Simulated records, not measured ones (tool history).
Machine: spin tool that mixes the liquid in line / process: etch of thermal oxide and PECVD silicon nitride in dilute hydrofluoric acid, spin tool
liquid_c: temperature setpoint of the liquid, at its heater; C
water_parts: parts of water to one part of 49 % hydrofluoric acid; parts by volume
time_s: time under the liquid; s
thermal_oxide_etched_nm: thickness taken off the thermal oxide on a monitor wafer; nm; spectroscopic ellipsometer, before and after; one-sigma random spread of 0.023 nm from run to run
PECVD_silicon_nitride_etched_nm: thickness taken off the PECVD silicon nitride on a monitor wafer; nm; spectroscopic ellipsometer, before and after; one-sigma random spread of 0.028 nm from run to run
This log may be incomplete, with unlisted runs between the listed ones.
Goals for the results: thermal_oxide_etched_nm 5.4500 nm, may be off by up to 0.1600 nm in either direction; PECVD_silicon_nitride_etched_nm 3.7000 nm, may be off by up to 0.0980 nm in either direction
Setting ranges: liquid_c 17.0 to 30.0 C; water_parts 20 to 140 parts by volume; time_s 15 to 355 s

run  hour  liquid_c  water_parts  time_s  thermal_oxide_etched_nm  PECVD_silicon_nitride_etched_nm
  1   0.0      22.0           75     180                  11.3230                           6.1772
  2   4.3      22.5           80     180                  10.7250                           6.0415
  3   9.4      22.5           85     180                   9.9763                           5.6243
  4  15.3      23.0           90     180                   9.5774                           5.4709
  5  24.1      23.0           90     100                   5.2986                           3.0406
  6  27.6      23.5           90     100                   5.4300                           3.1808
  7  34.0      24.0           90     100                   5.5451                           3.2705
  8  39.2      24.5           90     100                   5.6296                           3.4034
  9  46.1      25.0           90     100                   5.7426                           3.5217
 10  52.6      25.5           90     100                   5.8803                           3.5840
 11  58.2      26.0           90     100                   5.9589                           3.6868
 12  65.3      26.5           90     100                   6.1378                           3.8510
 13  74.0      27.5          100     105                   5.9091                           3.8569
 14  76.1      28.0          105     105                   5.7071                           3.8278

Which one of the following 5 next-run settings gets every result inside its allowed miss? There is exactly one.
  A  78.2      24.5          115     140                        ?                                ?
  B  78.2      30.0          140     130                        ?                                ?
  C  78.2      23.5          110     140                        ?                                ?
  D  78.2      28.5          120     120                        ?                                ?
  E  78.2      27.5          120     120                        ?                                ?

move  thermal_oxide_etched_nm  PECVD_silicon_nitride_etched_nm
   A                   5.9617                           3.6697
   B                   5.4178                           3.9654
   C                   6.0290                           3.5912
   D                   5.6694                           3.8951
   E                   5.4604                           3.6566
A: misses by more than the last run did
B: meets the target for the result that was furthest off, but another lies outside its allowed miss
C: misses by more than the last run did
D: misses by more than the last run did
E: each result inside its tolerance
The right move is E.

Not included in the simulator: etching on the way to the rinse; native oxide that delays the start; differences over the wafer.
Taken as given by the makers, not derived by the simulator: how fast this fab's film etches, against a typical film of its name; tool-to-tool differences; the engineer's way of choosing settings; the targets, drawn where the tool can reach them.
